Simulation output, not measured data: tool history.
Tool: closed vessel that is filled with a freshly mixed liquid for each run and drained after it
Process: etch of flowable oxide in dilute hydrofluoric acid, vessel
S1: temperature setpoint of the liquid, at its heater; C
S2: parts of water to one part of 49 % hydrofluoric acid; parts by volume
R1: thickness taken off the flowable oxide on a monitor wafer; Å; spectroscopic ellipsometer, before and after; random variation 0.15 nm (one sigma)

{"run": 1, "hour": 0.0, "S1": 24.0, "S2": 100, "time in the liquid (s)": 30, "R1": 64.679}
{"run": 2, "hour": 9.1, "S1": 26.5, "S2": 80, "time in the liquid (s)": 30, "R1": 94.202}
{"run": 3, "hour": 10.2, "S1": 26.5, "S2": 110, "time in the liquid (s)": 30, "R1": 64.31}
{"run": 4, "hour": 12.3, "S1": 28.5, "S2": 90, "time in the liquid (s)": 30, "R1": 87.385}
{"run": 5, "hour": 18.7, "S1": 29.5, "S2": 75, "time in the liquid (s)": 30, "R1": 113.09}
{"run": 6, "hour": 21.4, "S1": 30.5, "S2": 65, "time in the liquid (s)": 30, "R1": 138.79}

The next listed run, before its measurement:
{"run": 7, "hour": 27.0, "S1": 31.0, "S2": 60, "time in the liquid (s)": 30, "R1": "?"}

Run 7 gave R1 151.970 Å.
